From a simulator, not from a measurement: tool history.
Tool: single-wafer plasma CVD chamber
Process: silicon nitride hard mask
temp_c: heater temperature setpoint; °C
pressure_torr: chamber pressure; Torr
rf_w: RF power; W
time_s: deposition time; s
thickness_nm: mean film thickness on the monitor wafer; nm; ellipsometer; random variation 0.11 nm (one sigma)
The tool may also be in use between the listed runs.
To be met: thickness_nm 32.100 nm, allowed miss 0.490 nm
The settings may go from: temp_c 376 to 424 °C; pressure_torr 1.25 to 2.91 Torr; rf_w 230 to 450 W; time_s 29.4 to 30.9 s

run	hour	temp_c	pressure_torr	rf_w	time_s	thickness_nm
1	0.0	400	2.08	340	30.9	37.904
2	6.0	400	1.98	335	30.9	36.703
3	14.9	400	1.88	335	30.9	35.928
4	21.3	400	2.21	335	30.9	38.379
5	26.2	400	2.08	335	30.9	37.375
6	28.8	400	2.08	365	30.9	40.047
7	36.9	400	1.97	360	30.9	38.737
8	42.1	400	1.55	315	30.7	31.607
9	50.5	400	1.56	315	30.7	31.651

4 next moves are on the table. One of them brings every result within its allowed miss. Which?
A	58.9	390	1.74	305	29.6	?
B	58.9	396	1.40	325	30.9	?
C	58.9	405	1.66	305	29.8	?
D	58.9	390	1.77	295	30.9	?

move	thickness_nm
A	31.134
B	30.855
C	30.548
D	31.822
A: further off than the last run
B: further off than the last run
C: further off than the last run
D: meets every target
Move D is the one to make.

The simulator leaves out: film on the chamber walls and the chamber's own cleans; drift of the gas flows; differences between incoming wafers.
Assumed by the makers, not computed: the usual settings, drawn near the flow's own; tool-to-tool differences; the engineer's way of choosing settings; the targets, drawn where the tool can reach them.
